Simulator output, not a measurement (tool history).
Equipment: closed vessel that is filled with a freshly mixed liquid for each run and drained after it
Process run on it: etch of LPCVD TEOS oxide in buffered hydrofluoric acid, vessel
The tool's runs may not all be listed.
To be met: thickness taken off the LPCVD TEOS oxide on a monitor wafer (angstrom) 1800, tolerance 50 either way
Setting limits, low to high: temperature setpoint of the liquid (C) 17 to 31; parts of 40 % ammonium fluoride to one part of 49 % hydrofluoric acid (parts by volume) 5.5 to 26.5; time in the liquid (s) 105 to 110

run	hour	temperature setpoint of the liquid (C)	parts of 40 % ammonium fluoride to one part of 49 % hydrofluoric acid (parts by volume)	time in the liquid (s)	thickness taken off the LPCVD TEOS oxide on a monitor wafer (angstrom)
1	0	23	16	105	1066.2
2	3.3	25	15.5	105	1233.6
3	10.9	26.5	15.5	105	1311.2
4	18.9	27.5	15	105	1437.7
5	24	27.5	11	105	1916.4
6	26.7	27.5	11	110	2029.6
7	33.7	27	11	110	2000.9
8	38.1	26.5	11	110	1951.3
9	45	26	11	110	1906

Consider the 4 candidate settings below. Which is the only one whose results all fall within their allowed miss of target?
A	51.9	24.5	8.5	105	?
B	51.9	27	11.5	105	?
C	51.9	24.5	9	110	?
D	51.9	23	8.5	110	?

move	thickness taken off the LPCVD TEOS oxide on a monitor wafer (angstrom)
A	2067.9
B	1818.4
C	2036
D	1994.7
A: the biggest miss grows against the last run
B: all results in spec
C: the biggest miss grows against the last run
D: the biggest miss grows against the last run
B is the move that brings every result within its allowed miss.
